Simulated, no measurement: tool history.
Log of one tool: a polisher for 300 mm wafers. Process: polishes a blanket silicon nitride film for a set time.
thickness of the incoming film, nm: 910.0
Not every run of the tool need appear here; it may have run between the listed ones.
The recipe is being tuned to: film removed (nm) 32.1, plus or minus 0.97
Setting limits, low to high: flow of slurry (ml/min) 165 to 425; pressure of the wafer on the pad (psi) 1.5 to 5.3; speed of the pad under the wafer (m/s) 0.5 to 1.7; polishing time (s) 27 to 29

run    day  flow of slurry (ml/min)  pressure of the wafer on the pad (psi)  speed of the pad under the wafer (m/s)  polishing time (s)  film removed (nm)
  1      0                      275                                     3.4                                     1.1                  29             52.878
  2    0.1                      275                                     2.9                                     1.1                  29             45.485
  3  0.429                      275                                     2.6                                     1.1                  29             42.922
  4  0.629                      275                                     2.6                                    1.24                  29             45.469
  5  0.946                      275                                     2.3                                    1.22                  29             41.266
  6  1.012                      275                                     2.3                                    1.46                  29             46.548
  7  1.288                      275                                     2.1                                    1.38                  29             41.085
  8  1.338                      275                                     1.9                                    1.36                  29             38.956
  9  1.379                      275                                     1.8                                    1.32                  29              37.24
 10  1.654                      275                                     1.7                                    1.28                  29              34.91

5 candidate next runs follow, results not yet known. Just one meets every target within its allowed miss. Identify it.
  A  1.929                      245                                     2.4                                    0.82                  27                  ?
  B  1.929                      260                                     1.9                                     1.3                  27                  ?
  C  1.929                      305                                     1.9                                    1.06                  29                  ?
  D  1.929                      295                                     1.6                                    1.14                  27                  ?
  E  1.929                      310                                     1.8                                     1.5                  29                  ?

move  film removed (nm)
   A             32.689
   B               35.6
   C             34.613
   D             29.861
   E             40.652
A: in spec on every target
B: lands further from the targets than the last run did
C: better than the last run, though not everything is in spec
D: takes the biggest miss from the last run beyond its target
E: lands further from the targets than the last run did
Go with A: it meets all targets.
